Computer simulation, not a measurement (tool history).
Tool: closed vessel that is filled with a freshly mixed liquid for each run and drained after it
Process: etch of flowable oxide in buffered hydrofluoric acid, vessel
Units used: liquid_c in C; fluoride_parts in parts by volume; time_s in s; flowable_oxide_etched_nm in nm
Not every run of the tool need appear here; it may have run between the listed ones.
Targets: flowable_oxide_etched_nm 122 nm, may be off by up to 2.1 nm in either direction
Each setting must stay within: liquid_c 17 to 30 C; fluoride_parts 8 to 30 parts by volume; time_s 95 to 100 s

Run 1, hour 0: liquid_c 22 C, fluoride_parts 21.5 parts by volume, time_s 95 s. Result: flowable_oxide_etched_nm 104.88 nm.
Run 2, hour 7.6: liquid_c 22 C, fluoride_parts 26.5 parts by volume, time_s 95 s. Result: flowable_oxide_etched_nm 90.592 nm.
Run 3, hour 14.2: liquid_c 22 C, fluoride_parts 26.5 parts by volume, time_s 100 s. Result: flowable_oxide_etched_nm 95.084 nm.
Run 4, hour 16.2: liquid_c 18.5 C, fluoride_parts 26.5 parts by volume, time_s 100 s. Result: flowable_oxide_etched_nm 78.516 nm.
Run 5, hour 17.2: liquid_c 20.5 C, fluoride_parts 26.5 parts by volume, time_s 100 s. Result: flowable_oxide_etched_nm 87.667 nm.
Run 6, hour 19.6: liquid_c 23 C, fluoride_parts 26.5 parts by volume, time_s 100 s. Result: flowable_oxide_etched_nm 100.85 nm.
Run 7, hour 25.2: liquid_c 24 C, fluoride_parts 26.5 parts by volume, time_s 100 s. Result: flowable_oxide_etched_nm 106.74 nm.
Run 8, hour 34.1: liquid_c 24.5 C, fluoride_parts 26.5 parts by volume, time_s 100 s. Result: flowable_oxide_etched_nm 109.58 nm.
Run 9, hour 40.9: liquid_c 25 C, fluoride_parts 26.5 parts by volume, time_s 100 s. Result: flowable_oxide_etched_nm 113.07 nm.
Run 10, hour 47.4: liquid_c 25.5 C, fluoride_parts 26.5 parts by volume, time_s 100 s. Result: flowable_oxide_etched_nm 116.45 nm.
Run 11, hour 53.1: liquid_c 26 C, fluoride_parts 26.5 parts by volume, time_s 100 s. Result: flowable_oxide_etched_nm 118.28 nm.

Which one of the following 4 next-run settings gets every result inside its allowed miss? There is exactly one.
Run A, hour 58.8: liquid_c 27.5 C, fluoride_parts 27 parts by volume, time_s 100 s. Result: flowable_oxide_etched_nm ?.
Run B, hour 58.8: liquid_c 24.5 C, fluoride_parts 25.5 parts by volume, time_s 100 s. Result: flowable_oxide_etched_nm ?.
Run C, hour 58.8: liquid_c 30 C, fluoride_parts 30 parts by volume, time_s 95 s. Result: flowable_oxide_etched_nm ?.
Run D, hour 58.8: liquid_c 26 C, fluoride_parts 23.5 parts by volume, time_s 95 s. Result: flowable_oxide_etched_nm ?.

move  flowable_oxide_etched_nm
   A                    127.71
   B                    112.82
   C                    125.36
   D                    123.03
A: takes the biggest miss from the last run beyond its target
B: further off than the last run
C: takes the biggest miss from the last run beyond its target
D: in spec on every target
D meets every target.
